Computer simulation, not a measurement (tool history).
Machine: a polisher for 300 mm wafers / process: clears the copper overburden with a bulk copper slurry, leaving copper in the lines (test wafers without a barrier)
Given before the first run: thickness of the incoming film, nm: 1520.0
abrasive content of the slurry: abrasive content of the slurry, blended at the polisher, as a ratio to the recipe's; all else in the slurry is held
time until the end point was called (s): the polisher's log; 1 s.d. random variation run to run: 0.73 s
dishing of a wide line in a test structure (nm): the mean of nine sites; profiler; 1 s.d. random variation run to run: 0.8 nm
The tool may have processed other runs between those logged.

run    day  flow of slurry (ml/min)  pressure of the wafer on the pad (kPa)  speed of the pad under the wafer (m/s)  abrasive content of the slurry  overpolish time after the end point (s)  time until the end point was called (s)  dishing of a wide line in a test structure (nm)
  1      0                      295                                    22.1                                     1.4                               1                                        8                                   103.25                                           64.992
  2  0.346                      295                                    18.6                                     1.4                               1                                        8                                   121.87                                             56.9
  3  0.704                      295                                    18.6                                    1.52                               1                                        7                                   113.37                                           54.276
  4  0.933                      320                                    18.6                                    1.52                               1                                        7                                   111.64                                           57.754
  5  0.958                      320                                    18.6                                    1.64                               1                                        7                                    103.3                                           60.393
     1.025  -- head pressure recalibrated
  6  1.025                      250                                    18.6                                    1.64                               1                                        7                                   98.307                                           61.577
  7    1.2                      235                                    19.3                                    1.64                             1.1                                        6                                   91.508                                           55.424
  8  1.354                      225                                      20                                    1.62                            1.15                                        5                                    91.37                                           52.793
  9  1.458                      215                                      20                                    1.68                             1.2                                        4                                   85.498                                            44.69
 10  1.725                      175                                      20                                    1.94                            1.45                                        2                                   73.866                                           29.974

Run 11, settings as shown, results not yet in. Your forecast:
 11  1.792                      175                                    20.7                                    1.94                            1.45                                        2                                        ?                                                ?

{"run 11": {"time until the end point was called (s)": 71.068, "dishing of a wide line in a test structure (nm)": 29.438}}
